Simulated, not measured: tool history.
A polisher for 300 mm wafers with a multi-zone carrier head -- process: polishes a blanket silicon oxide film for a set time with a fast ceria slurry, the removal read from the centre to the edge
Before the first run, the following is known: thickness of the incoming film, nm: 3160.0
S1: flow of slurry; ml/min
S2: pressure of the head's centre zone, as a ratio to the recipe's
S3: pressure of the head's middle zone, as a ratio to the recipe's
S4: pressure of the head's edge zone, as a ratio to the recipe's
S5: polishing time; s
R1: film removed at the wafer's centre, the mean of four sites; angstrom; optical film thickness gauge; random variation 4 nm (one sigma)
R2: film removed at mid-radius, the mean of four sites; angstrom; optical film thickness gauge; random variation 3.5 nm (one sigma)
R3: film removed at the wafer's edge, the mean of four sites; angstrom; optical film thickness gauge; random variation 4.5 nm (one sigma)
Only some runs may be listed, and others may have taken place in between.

run    day   S1    S2    S3    S4  S5       R1       R2       R3
  1  0.000  265  1.00  1.00  1.00  44   8613.6   8696.5   8463.8
  2  0.054  265  1.08  1.00  1.00  44   9049.1   8696.3   8473.4
  3  0.325  265  1.08  1.00  1.00  54  11292.0  10835.0  10306.0
  4  0.542  265  1.08  1.06  1.00  54  11344.0  11304.0  10308.0
  5  0.846  255  1.05  1.01  0.97  47   9692.8   9410.3   8872.1
  6  1.212  255  1.05  0.98  0.97  47   9596.0   9199.9   8976.5
  7  1.333  255  1.05  0.98  0.97  47   9559.6   9152.1   8838.5
  8  1.671  245  1.02  0.96  0.95  41   8100.2   7830.2   7654.7
  9  1.742  235  0.99  0.93  0.93  38   7306.6   7046.6   7127.2

Estimate the outcome of run 10 from the log above:
 10  2.033  230  0.97  0.91  0.91  35   ?   ?   ?

Run 10 gave R1 6696.2 angstrom, R2 6379.6 angstrom, R3 6478.0 angstrom.
